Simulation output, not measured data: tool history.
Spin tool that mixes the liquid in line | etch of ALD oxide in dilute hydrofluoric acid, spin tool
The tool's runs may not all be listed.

run  hour  temperature setpoint of the liquid (°C)  parts of water to one part of 49 % hydrofluoric acid (parts by volume)  time under the liquid (s)  thickness taken off the ALD oxide on a monitor wafer (nm)
  1   0.0                                     20.0                                                                     255                        200                                                     7.1772
  2   1.5                                     20.0                                                                     310                        200                                                     5.5641
  3   2.3                                     19.0                                                                     320                        200                                                     5.2304
  4   9.2                                     19.0                                                                     250                        200                                                     7.0810
  5  16.5                                     18.5                                                                     280                        200                                                     5.9854
  6  22.0                                     18.0                                                                     300                        200                                                     5.4338
  7  26.8                                     17.5                                                                     315                        200                                                     5.0832
  8  34.5                                     17.5                                                                     325                        200                                                     4.8408
  9  42.5                                     17.5                                                                     335                        200                                                     4.6685

Forecast run 10:
 10  49.5                                     17.5                                                                     340                        200                                                          ?

thickness taken off the ALD oxide on a monitor wafer (nm): 4.5112

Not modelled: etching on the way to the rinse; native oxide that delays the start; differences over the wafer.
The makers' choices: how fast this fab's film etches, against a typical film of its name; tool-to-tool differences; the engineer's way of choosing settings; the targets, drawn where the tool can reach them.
